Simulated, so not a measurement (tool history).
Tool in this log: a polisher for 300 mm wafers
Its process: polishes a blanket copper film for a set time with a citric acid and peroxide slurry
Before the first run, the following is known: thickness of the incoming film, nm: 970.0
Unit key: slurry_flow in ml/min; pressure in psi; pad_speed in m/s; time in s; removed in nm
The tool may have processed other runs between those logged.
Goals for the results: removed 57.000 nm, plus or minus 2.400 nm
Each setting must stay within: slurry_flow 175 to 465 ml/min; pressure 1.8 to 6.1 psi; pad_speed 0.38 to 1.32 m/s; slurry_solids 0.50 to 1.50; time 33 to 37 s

Run 1, day 0.000: slurry_flow 295 ml/min, pressure 3.9 psi, pad_speed 0.84 m/s, slurry_solids 1.00, time 37 s. Result: removed 102.470 nm.
Run 2, day 0.317: slurry_flow 295 ml/min, pressure 3.9 psi, pad_speed 0.84 m/s, slurry_solids 0.85, time 37 s. Result: removed 100.190 nm.
Run 3, day 0.542: slurry_flow 295 ml/min, pressure 3.2 psi, pad_speed 0.82 m/s, slurry_solids 0.85, time 37 s. Result: removed 88.559 nm.
Run 4, day 0.758: slurry_flow 295 ml/min, pressure 2.5 psi, pad_speed 0.82 m/s, slurry_solids 0.85, time 37 s. Result: removed 77.742 nm.
Run 5, day 0.879: slurry_flow 295 ml/min, pressure 2.5 psi, pad_speed 0.82 m/s, slurry_solids 0.95, time 37 s. Result: removed 80.889 nm.
Run 6, day 1.000: slurry_flow 295 ml/min, pressure 2.3 psi, pad_speed 0.74 m/s, slurry_solids 0.95, time 37 s. Result: removed 68.961 nm.
Run 7, day 1.350: slurry_flow 295 ml/min, pressure 2.1 psi, pad_speed 0.72 m/s, slurry_solids 0.95, time 37 s. Result: removed 65.390 nm.
Run 8, day 1.629: slurry_flow 295 ml/min, pressure 2.0 psi, pad_speed 0.70 m/s, slurry_solids 0.95, time 37 s. Result: removed 63.208 nm.

Consider the 5 candidate settings below. Which is the only one whose results all fall within their allowed miss of target?
Run A, day 1.908: slurry_flow 285 ml/min, pressure 2.4 psi, pad_speed 0.72 m/s, slurry_solids 1.05, time 37 s. Result: removed ?.
Run B, day 1.908: slurry_flow 270 ml/min, pressure 3.2 psi, pad_speed 0.62 m/s, slurry_solids 1.00, time 37 s. Result: removed ?.
Run C, day 1.908: slurry_flow 290 ml/min, pressure 2.6 psi, pad_speed 0.72 m/s, slurry_solids 0.95, time 36 s. Result: removed ?.
Run D, day 1.908: slurry_flow 315 ml/min, pressure 1.8 psi, pad_speed 0.72 m/s, slurry_solids 0.85, time 35 s. Result: removed ?.
Run E, day 1.908: slurry_flow 285 ml/min, pressure 2.6 psi, pad_speed 0.80 m/s, slurry_solids 0.75, time 37 s. Result: removed ?.

move  removed
   A   71.400
   B   70.325
   C   70.697
   D   57.494
   E   76.289
A: the biggest miss grows against the last run
B: the biggest miss grows against the last run
C: the biggest miss grows against the last run
D: every result within its allowed miss
E: the biggest miss grows against the last run
D meets every target.

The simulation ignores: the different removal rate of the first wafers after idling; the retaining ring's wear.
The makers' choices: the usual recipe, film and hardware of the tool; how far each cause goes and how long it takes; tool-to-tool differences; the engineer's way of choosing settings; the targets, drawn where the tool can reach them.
